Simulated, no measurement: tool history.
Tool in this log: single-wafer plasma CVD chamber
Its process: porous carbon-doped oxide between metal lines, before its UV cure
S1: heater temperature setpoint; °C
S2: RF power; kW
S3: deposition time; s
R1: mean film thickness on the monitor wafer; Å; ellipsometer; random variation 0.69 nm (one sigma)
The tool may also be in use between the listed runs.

Run 1, hour 0: S1 320 °C, S2 0.425 kW, S3 41.6 s. Result: R1 1782.4 Å.
Run 2, hour 7.2: S1 314 °C, S2 0.43 kW, S3 41.6 s. Result: R1 1856.2 Å.
Run 3, hour 9.2: S1 314 °C, S2 0.43 kW, S3 43 s. Result: R1 1922.1 Å.
Run 4, hour 14.8: S1 311 °C, S2 0.43 kW, S3 43 s. Result: R1 1953.3 Å.
Run 5, hour 21.2: S1 309 °C, S2 0.43 kW, S3 43 s. Result: R1 1980.3 Å.
Run 6, hour 28.9: S1 318 °C, S2 0.43 kW, S3 43 s. Result: R1 1877.4 Å.

Run 7, settings as shown, results not yet in. Your forecast:
Run 7, hour 29.9: S1 314 °C, S2 0.43 kW, S3 43 s. Result: R1 ?.

R1: 1926.7 Å
